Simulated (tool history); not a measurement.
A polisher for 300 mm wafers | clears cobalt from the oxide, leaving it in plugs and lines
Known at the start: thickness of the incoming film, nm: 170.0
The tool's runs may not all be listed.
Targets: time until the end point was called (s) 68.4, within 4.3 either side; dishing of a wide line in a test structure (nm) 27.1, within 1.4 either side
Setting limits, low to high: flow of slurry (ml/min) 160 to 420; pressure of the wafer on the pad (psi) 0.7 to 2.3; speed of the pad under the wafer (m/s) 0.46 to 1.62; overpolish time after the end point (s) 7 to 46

run    day  flow of slurry (ml/min)  pressure of the wafer on the pad (psi)  speed of the pad under the wafer (m/s)  overpolish time after the end point (s)  time until the end point was called (s)  dishing of a wide line in a test structure (nm)
  1      0                      270                                     1.5                                    1.04                                       24                                   52.572                                           42.043
  2  0.196                      270                                     1.2                                    1.04                                       24                                   63.677                                           38.785
  3  0.262                      270                                     1.2                                    1.28                                       24                                   53.639                                           43.251
  4  0.433                      275                                     1.2                                     1.2                                       20                                    54.84                                           38.415
  5  0.696                      325                                     1.2                                     1.2                                       20                                   54.752                                           39.539
  6  1.033                      325                                     1.4                                     1.2                                       20                                   46.746                                           40.536
  7  1.221                      325                                     1.3                                    1.16                                       17                                   51.812                                           36.767
  8  1.267                      325                                     1.2                                    1.14                                       15                                   56.045                                           30.959
  9  1.558                      325                                     1.1                                    1.14                                       15                                   62.638                                           29.727

Which one of the following 5 next-run settings gets every result inside its allowed miss? There is exactly one.
  A  1.85                      315                                     1.1                                    1.02                                       19                                        ?                                                ?
  B  1.85                      285                                     1.1                                    1.28                                       14                                        ?                                                ?
  C  1.85                      315                                     1.2                                     1.2                                       14                                        ?                                                ?
  D  1.85                      335                                       1                                    1.14                                       14                                        ?                                                ?
  E  1.85                      320                                     1.2                                    1.16                                       14                                        ?                                                ?

move  time until the end point was called (s)  dishing of a wide line in a test structure (nm)
   A                                   70.905                                           33.177
   B                                   57.409                                           31.206
   C                                   55.689                                           31.811
   D                                   69.349                                           27.541
   E                                   57.475                                           31.186
A: further off than the last run
B: further off than the last run
C: further off than the last run
D: meets every target
E: further off than the last run
Go with D: it meets all targets.

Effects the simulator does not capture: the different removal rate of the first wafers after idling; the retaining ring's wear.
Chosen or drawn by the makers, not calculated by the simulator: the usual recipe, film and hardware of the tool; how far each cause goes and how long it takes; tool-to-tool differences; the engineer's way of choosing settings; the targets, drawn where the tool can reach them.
